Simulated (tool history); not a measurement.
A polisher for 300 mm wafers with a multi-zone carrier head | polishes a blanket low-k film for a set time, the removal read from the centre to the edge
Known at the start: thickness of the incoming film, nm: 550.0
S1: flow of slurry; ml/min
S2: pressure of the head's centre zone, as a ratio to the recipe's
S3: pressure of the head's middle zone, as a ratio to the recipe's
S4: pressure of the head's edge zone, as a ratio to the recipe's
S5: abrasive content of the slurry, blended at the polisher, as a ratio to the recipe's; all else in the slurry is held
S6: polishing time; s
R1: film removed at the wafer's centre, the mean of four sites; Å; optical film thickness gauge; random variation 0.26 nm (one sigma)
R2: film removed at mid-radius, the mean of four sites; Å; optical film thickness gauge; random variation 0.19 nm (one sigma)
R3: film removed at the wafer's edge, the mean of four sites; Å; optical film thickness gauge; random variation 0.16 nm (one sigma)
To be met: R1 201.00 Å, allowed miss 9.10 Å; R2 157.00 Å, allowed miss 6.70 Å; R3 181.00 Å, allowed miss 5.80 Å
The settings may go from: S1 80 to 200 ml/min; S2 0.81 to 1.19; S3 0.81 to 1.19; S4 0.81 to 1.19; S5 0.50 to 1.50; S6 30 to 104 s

run    day   S1    S2    S3    S4    S5  S6      R1      R2      R3
  1  0.000  130  1.00  1.00  1.00  1.00  67  370.08  361.71  379.20
  2  0.200  125  1.01  0.97  0.98  0.90  62  329.58  309.64  332.12
  3  0.229  125  1.02  0.95  0.96  0.85  58  302.11  276.74  302.90
  4  0.362  125  1.04  0.94  0.94  0.80  55  289.56  248.20  273.09
  5  0.446  125  1.04  0.90  0.94  0.80  55  277.79  243.17  274.38
  6  0.475  150  1.04  0.90  0.94  0.80  55  294.25  250.65  289.27
     0.675  -- edge zone pressure recalibrated
  7  0.675  140  1.04  0.89  0.92  0.75  53  271.09  237.10  253.16
  8  0.958  135  1.05  0.88  0.92  0.70  52  262.34  221.56  241.31
  9  1.262  130  1.06  0.87  0.93  0.65  50  247.17  204.24  219.82
 10  1.396  125  1.06  0.86  0.96  0.65  49  236.16  192.97  217.52
 11  1.471   90  1.07  0.81  0.89  0.50  45  172.77  134.92  160.05
 12  1.733   95  1.07  0.81  0.90  0.50  45  174.73  136.18  162.75
 13  2.104  100  1.07  0.81  0.91  0.50  45  182.47  140.89  166.15
 14  2.438  100  1.07  0.81  0.91  0.50  45  183.24  135.53  169.14
 15  2.675  105  1.07  0.82  0.91  0.50  45  183.05  141.76  168.05
 16  2.975  110  1.07  0.82  0.91  0.50  45  185.64  143.78  169.45
 17  3.171  115  1.07  0.82  0.91  0.50  45  189.73  146.48  173.73

Which of these 5 next moves meets every target?
  A  3.367  115  1.07  0.83  0.89  0.65  42   ?   ?   ?
  B  3.367  100  1.19  0.81  1.04  0.60  41   ?   ?   ?
  C  3.367  110  1.15  0.87  0.84  0.50  46   ?   ?   ?
  D  3.367  130  0.93  0.85  0.88  0.55  43   ?   ?   ?
  E  3.367  110  1.09  0.91  0.83  0.60  45   ?   ?   ?

move      R1      R2      R3
   A  202.17  160.27  181.48
   B  201.71  141.66  178.73
   C  207.66  159.33  169.74
   D  172.42  159.90  174.80
   E  209.78  176.33  179.87
A: meets every target
B: further off than the last run
C: brings the result that was furthest off to its target, and leaves another outside
D: brings the result that was furthest off to its target, and leaves another outside
E: takes the result that was furthest off past its target
Move A is the one to make.
